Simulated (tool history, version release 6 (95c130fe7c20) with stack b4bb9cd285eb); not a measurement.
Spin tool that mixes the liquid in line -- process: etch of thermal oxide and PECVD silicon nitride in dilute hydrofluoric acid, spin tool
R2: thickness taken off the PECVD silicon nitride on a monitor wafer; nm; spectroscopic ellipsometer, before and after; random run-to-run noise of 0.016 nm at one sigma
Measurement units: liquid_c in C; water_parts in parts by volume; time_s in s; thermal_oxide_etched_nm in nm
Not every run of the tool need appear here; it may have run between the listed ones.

Run 1, hour 0: liquid_c 25 C, water_parts 285 parts by volume, time_s 180 s. Result: thermal_oxide_etched_nm 2.5671 nm, R2 1.8409 nm.
Run 2, hour 1.1: liquid_c 25 C, water_parts 300 parts by volume, time_s 180 s. Result: thermal_oxide_etched_nm 2.4347 nm, R2 1.7467 nm.
Run 3, hour 8.5: liquid_c 22.5 C, water_parts 300 parts by volume, time_s 180 s. Result: thermal_oxide_etched_nm 2.2168 nm, R2 1.4858 nm.
Run 4, hour 9.3: liquid_c 22.5 C, water_parts 300 parts by volume, time_s 120 s. Result: thermal_oxide_etched_nm 1.4427 nm, R2 1.0051 nm.
Run 5, hour 13.4: liquid_c 23 C, water_parts 305 parts by volume, time_s 120 s. Result: thermal_oxide_etched_nm 1.4315 nm, R2 1.0395 nm.
Run 6, hour 19.9: liquid_c 23 C, water_parts 305 parts by volume, time_s 55 s. Result: thermal_oxide_etched_nm 0.67346 nm, R2 0.46879 nm.
Run 7, hour 23.3: liquid_c 24 C, water_parts 290 parts by volume, time_s 55 s. Result: thermal_oxide_etched_nm 0.73218 nm, R2 0.5132 nm.
Run 8, hour 28.5: liquid_c 24 C, water_parts 290 parts by volume, time_s 55 s. Result: thermal_oxide_etched_nm 0.74103 nm, R2 0.51145 nm.
Run 9, hour 32.9: liquid_c 25 C, water_parts 285 parts by volume, time_s 60 s. Result: thermal_oxide_etched_nm 0.86466 nm, R2 0.63242 nm.
Run 10, hour 39.7: liquid_c 25.5 C, water_parts 275 parts by volume, time_s 60 s. Result: thermal_oxide_etched_nm 0.89732 nm, R2 0.66906 nm.
Run 11, hour 45.6: liquid_c 26 C, water_parts 265 parts by volume, time_s 60 s. Result: thermal_oxide_etched_nm 0.9613 nm, R2 0.71312 nm.

Run 12 is up next; what results do you expect?
Run 12, hour 50.3: liquid_c 26.5 C, water_parts 255 parts by volume, time_s 60 s. Result: thermal_oxide_etched_nm ?, R2 ?.

{"run 12": {"thermal_oxide_etched_nm": 1.0563, "R2": 0.73805}}
